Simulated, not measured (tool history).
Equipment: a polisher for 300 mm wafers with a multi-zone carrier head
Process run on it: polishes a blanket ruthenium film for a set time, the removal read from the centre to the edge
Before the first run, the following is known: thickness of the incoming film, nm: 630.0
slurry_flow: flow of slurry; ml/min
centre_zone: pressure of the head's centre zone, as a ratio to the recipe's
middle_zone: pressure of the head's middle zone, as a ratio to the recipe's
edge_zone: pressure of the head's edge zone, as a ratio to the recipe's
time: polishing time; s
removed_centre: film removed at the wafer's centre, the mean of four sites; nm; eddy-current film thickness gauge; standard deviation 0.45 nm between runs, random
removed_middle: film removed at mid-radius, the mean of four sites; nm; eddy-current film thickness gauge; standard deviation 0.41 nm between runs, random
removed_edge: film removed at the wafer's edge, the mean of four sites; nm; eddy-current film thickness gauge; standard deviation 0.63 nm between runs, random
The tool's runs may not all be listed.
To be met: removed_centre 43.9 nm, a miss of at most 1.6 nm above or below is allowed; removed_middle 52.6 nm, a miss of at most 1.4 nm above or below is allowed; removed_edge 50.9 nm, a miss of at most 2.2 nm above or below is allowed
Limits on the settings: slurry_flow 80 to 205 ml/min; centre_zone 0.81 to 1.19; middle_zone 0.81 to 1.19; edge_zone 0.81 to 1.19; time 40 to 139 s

| run | hour | slurry_flow | centre_zone | middle_zone | edge_zone | time | removed_centre | removed_middle | removed_edge |
|---|---|---|---|---|---|---|---|---|---|
| 1 | 0 | 135 | 1 | 1 | 1 | 89 | 77.951 | 80.126 | 84.204 |
| 2 | 3.5 | 135 | 1 | 1.05 | 1 | 89 | 77.774 | 82.181 | 83.578 |
| 3 | 8.3 | 130 | 0.98 | 1.05 | 0.98 | 83 | 71.35 | 75.795 | 76.66 |
| 4 | 10.8 | 125 | 0.95 | 1.06 | 0.96 | 78 | 63.94 | 72.339 | 72.158 |
|  | 13.5 | edge zone pressure recalibrated |
| 5 | 13.5 | 125 | 0.94 | 1.06 | 0.94 | 73 | 58.853 | 67.765 | 64.148 |
| 6 | 18.5 | 125 | 0.94 | 1 | 0.94 | 73 | 59.901 | 63.083 | 64.31 |
| 7 | 22.1 | 120 | 0.92 | 1 | 0.92 | 71 | 55.921 | 62.227 | 60.46 |
| 8 | 27.4 | 85 | 0.82 | 0.9 | 0.84 | 65 | 40.642 | 47.101 | 50.313 |
| 9 | 28.8 | 90 | 0.82 | 0.91 | 0.84 | 65 | 40.647 | 48.139 | 50.187 |
| 10 | 35.3 | 95 | 0.82 | 0.92 | 0.84 | 65 | 41.773 | 49.722 | 51.395 |
| 11 | 38.3 | 100 | 0.82 | 0.93 | 0.83 | 64 | 41.991 | 50.28 | 51.038 |

Below are 5 possible settings for the next run. Only one of them brings all results inside the allowed miss of their targets. Which is it?
| A | 41.3 | 120 | 0.82 | 0.96 | 0.81 | 63 | ? | ? | ? |
| B | 41.3 | 85 | 0.82 | 0.93 | 0.82 | 67 | ? | ? | ? |
| C | 41.3 | 130 | 0.87 | 0.91 | 0.87 | 60 | ? | ? | ? |
| D | 41.3 | 90 | 0.83 | 0.89 | 0.86 | 69 | ? | ? | ? |
| E | 41.3 | 80 | 0.91 | 0.93 | 0.85 | 64 | ? | ? | ? |

| move | removed_centre | removed_middle | removed_edge |
|---|---|---|---|
| A | 44.264 | 52.735 | 51.364 |
| B | 41.946 | 49.444 | 51.386 |
| C | 45.693 | 48.912 | 51.187 |
| D | 44.696 | 50.026 | 54.754 |
| E | 43.406 | 46.21 | 49.189 |
A: all results in spec
B: the biggest miss grows against the last run
C: the biggest miss grows against the last run
D: the biggest miss grows against the last run
E: the biggest miss grows against the last run
Move A is the one to make.

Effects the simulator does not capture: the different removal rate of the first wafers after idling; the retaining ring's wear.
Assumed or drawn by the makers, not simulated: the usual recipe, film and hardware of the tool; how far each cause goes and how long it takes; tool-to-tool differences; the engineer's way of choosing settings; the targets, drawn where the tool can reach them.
